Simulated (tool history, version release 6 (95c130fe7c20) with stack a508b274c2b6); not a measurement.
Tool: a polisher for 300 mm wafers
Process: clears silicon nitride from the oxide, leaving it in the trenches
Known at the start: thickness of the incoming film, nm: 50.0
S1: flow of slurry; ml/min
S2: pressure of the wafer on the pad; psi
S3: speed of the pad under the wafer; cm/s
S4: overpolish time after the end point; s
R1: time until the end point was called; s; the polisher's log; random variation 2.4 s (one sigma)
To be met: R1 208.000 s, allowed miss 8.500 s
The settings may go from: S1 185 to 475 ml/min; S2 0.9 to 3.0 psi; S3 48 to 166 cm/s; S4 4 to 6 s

run  hour   S1   S2   S3  S4       R1
  1   0.0  305  1.9  106   6   91.472
  2   2.4  235  1.9  106   6   93.401
  3   9.7  235  1.9  106   6   93.097
  4  18.4  235  1.9   80   6  116.320
  5  24.6  235  1.9   64   6  140.000
  6  26.5  235  1.6   64   6  161.490
  7  29.3  235  1.5   64   6  170.150
  8  36.4  235  1.4   64   6  178.890
  9  42.6  235  1.1   62   6  222.230

Which of these 4 next moves meets every target?
  A  48.8  215  1.3  58   6   ?
  B  48.8  295  0.9  68   5   ?
  C  48.8  230  1.0  64   6   ?
  D  48.8  200  0.9  66   6   ?

move       R1
   A  210.160
   B  229.380
   C  231.650
   D  247.620
A: meets every target
B: further off than the last run
C: further off than the last run
D: further off than the last run
The right move is A.
